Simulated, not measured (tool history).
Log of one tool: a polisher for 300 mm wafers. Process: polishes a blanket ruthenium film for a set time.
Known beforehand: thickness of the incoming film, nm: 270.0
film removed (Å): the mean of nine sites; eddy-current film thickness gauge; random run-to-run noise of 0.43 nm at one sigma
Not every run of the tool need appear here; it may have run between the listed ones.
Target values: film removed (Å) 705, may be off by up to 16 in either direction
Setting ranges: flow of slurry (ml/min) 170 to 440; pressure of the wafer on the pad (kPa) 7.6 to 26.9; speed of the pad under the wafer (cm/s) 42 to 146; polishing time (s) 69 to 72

run,hour,flow of slurry (ml/min),pressure of the wafer on the pad (kPa),speed of the pad under the wafer (cm/s),polishing time (s),film removed (Å)
1,0,280,17.2,94,69,1026.6
2,8,315,17.2,94,69,1033.3
3,16.4,345,17.2,94,69,1048.2
4,23.1,340,15.9,94,69,966.24
5,29.5,335,14.5,94,69,897.96
6,36.9,330,13.8,94,69,855.93
7,38.5,325,13.1,94,69,818.84
8,39.2,320,12.4,94,69,773.74
9,41.7,305,12.4,94,69,775.54
10,43.1,295,12.4,94,69,773.66
11,49.9,290,12.4,94,69,773.78
12,59,285,12.4,94,69,770.68
13,63.9,280,12.4,94,69,770.15
14,65.7,275,12.4,94,69,776.65
15,67.4,275,11.7,94,69,736.84

Below are 4 possible settings for the next run. Only one of them brings all results inside the allowed miss of their targets. Which is it?
A,69.1,310,11,86,70,?
B,69.1,325,10.3,96,69,?
C,69.1,255,11.7,90,69,?
D,69.1,270,11,82,71,?

move,film removed (Å)
A,675.44
B,683.41
C,710.35
D,655.7
A: takes the result that was furthest off past its target
B: takes the result that was furthest off past its target
C: each result inside its tolerance
D: takes the result that was furthest off past its target
C meets every target.
